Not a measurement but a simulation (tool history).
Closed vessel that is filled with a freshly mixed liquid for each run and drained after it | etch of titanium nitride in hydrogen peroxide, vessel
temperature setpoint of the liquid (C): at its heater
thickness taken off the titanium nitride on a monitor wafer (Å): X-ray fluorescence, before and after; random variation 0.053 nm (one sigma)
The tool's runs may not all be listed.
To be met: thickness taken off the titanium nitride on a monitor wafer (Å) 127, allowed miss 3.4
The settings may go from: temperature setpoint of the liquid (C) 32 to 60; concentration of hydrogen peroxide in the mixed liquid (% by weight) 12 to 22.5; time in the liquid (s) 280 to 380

run    day  temperature setpoint of the liquid (C)  concentration of hydrogen peroxide in the mixed liquid (% by weight)  time in the liquid (s)  thickness taken off the titanium nitride on a monitor wafer (Å)
  1      0                                      44                                                                  15.5                     380                                                           189.78
  2  0.067                                      38                                                                  15.5                     380                                                           120.79
  3  0.325                                      35                                                                  15.5                     380                                                           94.564
  4  0.567                                      35                                                                  13.5                     380                                                           91.059
  5  0.817                                      35                                                                  15.5                     380                                                           94.629
  6    1.2                                      41                                                                  15.5                     380                                                            151.5
  7  1.429                                      40                                                                  15.5                     380                                                           139.76
  8  1.517                                    39.5                                                                  15.5                     380                                                           133.84

4 next moves are on the table. One of them brings every result within its allowed miss. Which?
  A  1.604                                      39                                                                  15.5                     355                                                                ?
  B  1.604                                    39.5                                                                    16                     380                                                                ?
  C  1.604                                    39.5                                                                    13                     375                                                                ?
  D  1.604                                    39.5                                                                  14.5                     345                                                                ?

move  thickness taken off the titanium nitride on a monitor wafer (Å)
   A                                                           120.46
   B                                                           134.93
   C                                                           127.47
   D                                                           119.99
A: takes the result that was furthest off past its target
B: further off than the last run
C: meets every target
D: takes the result that was furthest off past its target
The right move is C.
